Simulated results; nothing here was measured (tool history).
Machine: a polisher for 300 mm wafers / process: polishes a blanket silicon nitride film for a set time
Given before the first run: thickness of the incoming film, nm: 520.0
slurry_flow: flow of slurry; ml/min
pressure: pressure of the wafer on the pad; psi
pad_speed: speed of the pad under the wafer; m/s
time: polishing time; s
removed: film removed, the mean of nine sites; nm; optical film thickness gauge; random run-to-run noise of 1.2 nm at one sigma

| run | hour | slurry_flow | pressure | pad_speed | time | removed |
|---|---|---|---|---|---|---|
| 1 | 0.0 | 245 | 3.2 | 1.20 | 58 | 123.34 |
| 2 | 7.6 | 245 | 3.2 | 1.50 | 58 | 148.43 |
| 3 | 15.3 | 245 | 3.2 | 1.26 | 58 | 127.68 |
| 4 | 21.5 | 245 | 3.2 | 1.26 | 61 | 133.42 |
| 5 | 23.3 | 250 | 3.3 | 1.26 | 61 | 139.25 |
| 6 | 28.5 | 255 | 3.4 | 1.26 | 61 | 143.86 |
| 7 | 34.0 | 260 | 3.5 | 1.26 | 61 | 146.48 |
| 8 | 34.5 | 260 | 3.6 | 1.26 | 61 | 152.04 |
| 9 | 39.3 | 260 | 3.7 | 1.26 | 61 | 156.28 |
| 10 | 41.8 | 260 | 3.8 | 1.26 | 61 | 160.53 |

For run 11, what comes out?
| 11 | 48.4 | 260 | 3.9 | 1.26 | 61 | ? |

{"run 11": {"removed": 164.54}}

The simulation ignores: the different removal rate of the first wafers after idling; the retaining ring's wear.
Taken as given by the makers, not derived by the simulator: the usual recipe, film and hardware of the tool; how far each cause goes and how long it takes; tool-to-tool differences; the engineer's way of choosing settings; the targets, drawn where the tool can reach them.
